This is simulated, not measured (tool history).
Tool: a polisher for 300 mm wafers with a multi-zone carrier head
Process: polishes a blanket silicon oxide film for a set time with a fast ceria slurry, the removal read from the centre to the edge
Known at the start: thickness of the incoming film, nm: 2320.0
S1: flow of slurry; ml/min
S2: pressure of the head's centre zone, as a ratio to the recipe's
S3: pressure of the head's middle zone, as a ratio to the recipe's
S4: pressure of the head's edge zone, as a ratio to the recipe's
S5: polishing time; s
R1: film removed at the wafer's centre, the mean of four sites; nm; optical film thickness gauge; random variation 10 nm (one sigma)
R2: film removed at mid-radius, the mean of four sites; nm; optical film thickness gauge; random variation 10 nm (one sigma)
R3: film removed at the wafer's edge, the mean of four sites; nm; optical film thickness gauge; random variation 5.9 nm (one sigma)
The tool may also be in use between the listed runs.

run  hour   S1    S2    S3    S4  S5      R1      R2      R3
  1   0.0  310  1.00  1.00  1.00  38  664.93  647.41  642.21
  2   1.7  315  1.00  1.04  1.03  40  691.92  700.39  694.10
  3   6.2  315  1.08  1.04  1.03  40  758.07  716.71  701.49
  4  11.1  320  1.07  1.07  1.04  41  766.74  757.35  716.23
  5  12.5  375  1.07  1.07  1.04  41  758.57  753.72  714.79
  6  14.5  375  1.07  1.07  1.04  38  720.20  702.77  671.29
  7  22.8  375  1.06  1.09  1.06  40  751.27  746.36  707.79
  8  30.9  375  1.04  1.11  1.07  42  794.06  807.24  754.04
  9  35.7  375  1.01  1.13  1.08  43  762.11  821.68  781.61
 10  43.2  375  1.01  1.14  1.08  44  782.23  859.35  788.37
 11  49.4  375  1.01  1.15  1.09  45  802.35  898.26  813.01
 12  57.0  375  1.01  1.16  1.10  45  807.12  884.68  812.01
 13  65.3  380  1.01  1.17  1.11  45  813.30  910.73  808.60

The next listed run, before its measurement:
 14  73.0  385  1.00  1.17  1.12  45   ?   ?   ?

Run 14 gave R1 785.71 nm, R2 900.64 nm, R3 822.68 nm.
